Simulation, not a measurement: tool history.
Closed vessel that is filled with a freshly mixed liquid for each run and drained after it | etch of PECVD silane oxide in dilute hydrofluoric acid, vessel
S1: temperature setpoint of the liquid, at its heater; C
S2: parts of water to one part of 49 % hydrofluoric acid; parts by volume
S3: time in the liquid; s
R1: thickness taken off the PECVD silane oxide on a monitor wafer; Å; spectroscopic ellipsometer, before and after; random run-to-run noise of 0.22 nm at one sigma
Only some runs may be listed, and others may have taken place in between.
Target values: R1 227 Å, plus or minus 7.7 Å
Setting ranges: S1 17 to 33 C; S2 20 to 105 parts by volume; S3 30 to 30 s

| run | day | S1 | S2 | S3 | R1 |
|---|---|---|---|---|---|
| 1 | 0 | 25 | 55 | 30 | 137.74 |
| 2 | 0.204 | 27 | 50 | 30 | 169.32 |
| 3 | 0.475 | 27 | 50 | 30 | 168.2 |
| 4 | 0.546 | 27 | 50 | 30 | 166.68 |
| 5 | 0.821 | 27 | 50 | 30 | 167.04 |
| 6 | 1.025 | 27 | 65 | 30 | 127.37 |
| 7 | 1.392 | 27 | 65 | 30 | 126.71 |
| 8 | 1.733 | 28.5 | 60 | 30 | 146.25 |
| 9 | 1.862 | 29.5 | 55 | 30 | 167.61 |
| 10 | 2.062 | 30.5 | 50 | 30 | 193.88 |
| 11 | 2.308 | 33 | 45 | 30 | 244.94 |

Next run, 4 choices. One meets every target within its allowed miss, the rest don't. Which?
| A | 2.554 | 27.5 | 35 | 30 | ? |
| B | 2.554 | 31 | 40 | 30 | ? |
| C | 2.554 | 31.5 | 45 | 30 | ? |
| D | 2.554 | 33 | 50 | 30 | ? |

| move | R1 |
|---|---|
| A | 251.69 |
| B | 251.34 |
| C | 226.01 |
| D | 213.8 |
A: the biggest miss grows against the last run
B: the biggest miss grows against the last run
C: each result inside its tolerance
D: the result that was furthest off in the last run now lies on the other side of its target
Go with C: it meets all targets.
